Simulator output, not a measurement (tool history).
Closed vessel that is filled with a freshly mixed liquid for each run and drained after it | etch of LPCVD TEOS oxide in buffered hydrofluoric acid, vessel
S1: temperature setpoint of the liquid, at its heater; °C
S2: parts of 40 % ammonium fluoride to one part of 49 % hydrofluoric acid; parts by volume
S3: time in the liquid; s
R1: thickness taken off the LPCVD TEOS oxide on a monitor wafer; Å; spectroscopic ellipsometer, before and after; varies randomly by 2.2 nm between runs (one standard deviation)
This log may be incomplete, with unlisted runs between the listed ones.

Run 1, hour 0: S1 23 °C, S2 9.5 parts by volume, S3 100 s. Result: R1 2244.8 Å.
Run 2, hour 7.2: S1 24 °C, S2 9.5 parts by volume, S3 100 s. Result: R1 2363.6 Å.
Run 3, hour 8.4: S1 24 °C, S2 6.5 parts by volume, S3 100 s. Result: R1 3407.3 Å.
Run 4, hour 13.7: S1 24 °C, S2 6.5 parts by volume, S3 105 s. Result: R1 3539.6 Å.
Run 5, hour 17.2: S1 24 °C, S2 6.5 parts by volume, S3 105 s. Result: R1 3576.5 Å.
Run 6, hour 21.4: S1 24 °C, S2 8 parts by volume, S3 105 s. Result: R1 2905.3 Å.

What will run 7 give?
Run 7, hour 28.4: S1 23.5 °C, S2 8 parts by volume, S3 105 s. Result: R1 ?.

{"run 7": {"R1": 2816.7}}

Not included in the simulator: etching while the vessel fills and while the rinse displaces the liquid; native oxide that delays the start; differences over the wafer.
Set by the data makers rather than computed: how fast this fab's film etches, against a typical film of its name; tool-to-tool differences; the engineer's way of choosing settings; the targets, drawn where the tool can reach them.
